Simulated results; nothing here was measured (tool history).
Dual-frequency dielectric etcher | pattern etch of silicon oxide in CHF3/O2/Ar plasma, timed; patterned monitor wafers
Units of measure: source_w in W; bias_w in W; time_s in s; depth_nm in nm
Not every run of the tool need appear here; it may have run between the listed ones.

{"run": 1, "hour": 0.0, "source_w": 550, "bias_w": 221, "time_s": 657.0, "depth_nm": 1307.9}
{"run": 2, "hour": 1.6, "source_w": 640, "bias_w": 221, "time_s": 657.0, "depth_nm": 1377.1}
{"run": 3, "hour": 3.3, "source_w": 640, "bias_w": 221, "time_s": 685.0, "depth_nm": 1429.6}
{"run": 4, "hour": 6.9, "source_w": 590, "bias_w": 209, "time_s": 682.5, "depth_nm": 1364.7}
{"run": 5, "hour": 14.7, "source_w": 590, "bias_w": 209, "time_s": 685.0, "depth_nm": 1381.3}
{"run": 6, "hour": 22.9, "source_w": 590, "bias_w": 209, "time_s": 657.0, "depth_nm": 1318.3}

Run 7 has not been measured yet. What should we expect?
{"run": 7, "hour": 24.2, "source_w": 550, "bias_w": 203, "time_s": 657.0, "depth_nm": "?"}

depth_nm: 1277.0 nm
